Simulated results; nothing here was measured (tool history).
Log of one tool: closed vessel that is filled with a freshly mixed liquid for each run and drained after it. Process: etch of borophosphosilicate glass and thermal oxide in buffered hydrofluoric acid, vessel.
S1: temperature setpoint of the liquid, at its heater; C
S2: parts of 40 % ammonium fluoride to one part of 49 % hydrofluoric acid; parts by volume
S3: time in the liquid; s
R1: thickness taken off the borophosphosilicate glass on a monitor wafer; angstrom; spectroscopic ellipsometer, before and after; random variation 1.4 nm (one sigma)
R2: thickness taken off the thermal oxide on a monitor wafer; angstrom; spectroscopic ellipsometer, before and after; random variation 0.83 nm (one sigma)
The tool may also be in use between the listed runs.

{"run": 1, "hour": 0.0, "S1": 21, "S2": 7, "S3": 60, "R1": 1289.9, "R2": 813.96}
{"run": 2, "hour": 7.7, "S1": 21, "S2": 5.5, "S3": 60, "R1": 1591.6, "R2": 999.11}
{"run": 3, "hour": 13.7, "S1": 21, "S2": 5.5, "S3": 40, "R1": 1054.8, "R2": 674.05}
{"run": 4, "hour": 14.7, "S1": 21, "S2": 6.5, "S3": 40, "R1": 907.12, "R2": 581.76}
{"run": 5, "hour": 16.8, "S1": 21, "S2": 6.5, "S3": 30, "R1": 683.88, "R2": 431.94}
{"run": 6, "hour": 23.6, "S1": 23.5, "S2": 6.5, "S3": 30, "R1": 795.66, "R2": 498.51}
{"run": 7, "hour": 29.6, "S1": 24, "S2": 6.5, "S3": 35, "R1": 940.56, "R2": 594.85}

Run 8 comes next. What will it give?
{"run": 8, "hour": 31.2, "S1": 25, "S2": 6.5, "S3": 35, "R1": "?", "R2": "?"}

R1: 998.75 angstrom
R2: 631.29 angstrom
